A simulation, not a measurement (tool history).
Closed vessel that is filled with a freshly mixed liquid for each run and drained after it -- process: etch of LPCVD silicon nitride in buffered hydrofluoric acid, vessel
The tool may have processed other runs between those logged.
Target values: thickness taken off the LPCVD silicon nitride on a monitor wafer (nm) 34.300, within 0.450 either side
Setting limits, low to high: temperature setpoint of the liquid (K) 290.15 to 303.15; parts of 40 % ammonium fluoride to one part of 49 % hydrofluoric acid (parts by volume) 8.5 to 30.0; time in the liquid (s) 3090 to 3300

run  hour  temperature setpoint of the liquid (K)  parts of 40 % ammonium fluoride to one part of 49 % hydrofluoric acid (parts by volume)  time in the liquid (s)  thickness taken off the LPCVD silicon nitride on a monitor wafer (nm)
  1   0.0                                  295.15                                                                                     23.0                    3090                                                                 17.294
  2   1.5                                  296.65                                                                                     21.5                    3090                                                                 19.692
  3   2.4                                  298.15                                                                                     20.0                    3090                                                                 22.354
  4   3.6                                  299.15                                                                                     19.0                    3090                                                                 24.760
  5   8.4                                  299.15                                                                                     21.5                    3090                                                                 22.657
  6  11.1                                  300.15                                                                                     20.5                    3090                                                                 24.393
  7  15.2                                  300.65                                                                                     19.5                    3090                                                                 26.391
  8  23.6                                  303.15                                                                                     15.5                    3090                                                                 37.801
  9  27.2                                  302.65                                                                                     15.5                    3090                                                                 36.908
 10  33.2                                  302.15                                                                                     15.5                    3090                                                                 36.008

4 candidate next runs follow, results not yet known. Just one meets every target within its allowed miss. Identify it.
  A  39.2                                  302.15                                                                                     16.0                    3200                                                                      ?
  B  39.2                                  301.65                                                                                     15.5                    3135                                                                      ?
  C  39.2                                  302.15                                                                                     17.0                    3230                                                                      ?
  D  39.2                                  300.65                                                                                     14.5                    3205                                                                      ?

move  thickness taken off the LPCVD silicon nitride on a monitor wafer (nm)
   A                                                                 35.897
   B                                                                 35.331
   C                                                                 34.139
   D                                                                 36.563
A: better than the last run, though not everything is in spec
B: better than the last run, though not everything is in spec
C: all results in spec
D: the biggest miss grows against the last run
C is the move that brings every result within its allowed miss.
